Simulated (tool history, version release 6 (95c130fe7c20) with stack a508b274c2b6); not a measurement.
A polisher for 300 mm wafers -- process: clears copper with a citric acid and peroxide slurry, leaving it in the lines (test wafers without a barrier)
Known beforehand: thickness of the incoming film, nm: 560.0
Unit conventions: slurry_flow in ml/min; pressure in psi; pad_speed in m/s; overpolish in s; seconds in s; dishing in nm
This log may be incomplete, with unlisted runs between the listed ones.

run	hour	slurry_flow	pressure	pad_speed	slurry_solids	overpolish	seconds	dishing
1	0.0	300	3.7	1.22	1.00	30	162.23	36.992
2	1.9	300	3.7	1.22	0.90	30	164.99	37.942
3	8.1	300	3.7	1.22	1.10	30	158.06	36.090
4	15.2	330	3.7	1.22	1.10	30	156.59	37.634
5	18.8	330	3.7	1.02	1.10	30	186.18	34.039
6	27.4	330	3.7	0.92	1.10	30	205.94	33.588
7	28.7	320	3.3	0.92	1.15	25	228.85	29.031
8	33.5	320	3.0	0.92	1.15	23	249.30	26.663
9	39.6	320	2.8	0.92	1.15	22	267.35	25.494
10	45.4	320	2.7	0.92	1.15	21	274.74	22.960
11	50.7	320	2.6	0.92	1.15	22	287.01	23.841
12	56.7	320	2.5	0.92	1.15	22	301.69	23.619
13	65.0	320	2.2	0.92	1.15	14	339.88	15.613

Predict the results of run 14:
14	68.2	320	2.2	0.90	1.20	15	?	?

seconds: 338.01 s
dishing: 15.956 nm

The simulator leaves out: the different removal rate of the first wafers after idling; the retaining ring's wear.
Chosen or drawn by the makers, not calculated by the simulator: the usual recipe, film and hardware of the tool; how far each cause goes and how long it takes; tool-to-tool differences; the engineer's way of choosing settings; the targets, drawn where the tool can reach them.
